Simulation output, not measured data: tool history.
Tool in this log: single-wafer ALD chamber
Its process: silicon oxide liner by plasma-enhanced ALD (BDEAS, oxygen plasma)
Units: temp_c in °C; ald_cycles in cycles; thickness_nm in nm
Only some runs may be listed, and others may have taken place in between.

run 1 day=0.000 | temp_c=320 ald_cycles=82 | thickness_nm=7.7970
run 2 day=0.358 | temp_c=328 ald_cycles=82 | thickness_nm=7.6882
run 3 day=0.596 | temp_c=328 ald_cycles=91 | thickness_nm=8.5318
run 4 day=0.750 | temp_c=329 ald_cycles=87 | thickness_nm=8.1588
run 5 day=1.121 | temp_c=330 ald_cycles=83 | thickness_nm=7.7836
run 6 day=1.225 | temp_c=331 ald_cycles=80 | thickness_nm=7.4780
run 7 day=1.579 | temp_c=332 ald_cycles=77 | thickness_nm=7.2030
run 8 day=1.812 | temp_c=333 ald_cycles=75 | thickness_nm=7.0104
run 9 day=2.042 | temp_c=336 ald_cycles=63 | thickness_nm=5.8221
run 10 day=2.171 | temp_c=335 ald_cycles=64 | thickness_nm=5.9479

What does the tool deliver on the next run?
run 11 day=2.258 | temp_c=334 ald_cycles=64 | thickness_nm=?

Run 11 produced thickness_nm 5.9659 nm.

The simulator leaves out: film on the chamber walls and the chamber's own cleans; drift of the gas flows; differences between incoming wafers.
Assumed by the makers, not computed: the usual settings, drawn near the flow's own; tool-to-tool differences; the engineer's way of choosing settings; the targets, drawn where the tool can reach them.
